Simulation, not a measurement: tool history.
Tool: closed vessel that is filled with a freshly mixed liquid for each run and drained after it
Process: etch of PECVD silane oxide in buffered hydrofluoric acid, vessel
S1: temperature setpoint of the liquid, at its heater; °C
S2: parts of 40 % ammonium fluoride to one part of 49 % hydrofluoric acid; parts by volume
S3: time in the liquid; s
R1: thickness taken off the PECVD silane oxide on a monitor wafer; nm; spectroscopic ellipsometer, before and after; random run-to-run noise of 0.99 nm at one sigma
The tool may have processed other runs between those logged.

run,hour,S1,S2,S3,R1
1,0.0,22.0,12,30,85.441
2,1.1,19.0,12,30,71.788
3,3.8,19.0,12,30,72.169
4,6.7,21.5,12,30,82.744
5,11.3,23.5,12,30,91.628
6,16.1,23.5,12,30,91.985
7,22.0,25.0,12,30,99.818
8,23.7,26.0,12,30,106.190

The next listed run, before its measurement:
9,26.2,26.0,12,30,?

For run 9 the tool returned R1 105.750 nm.
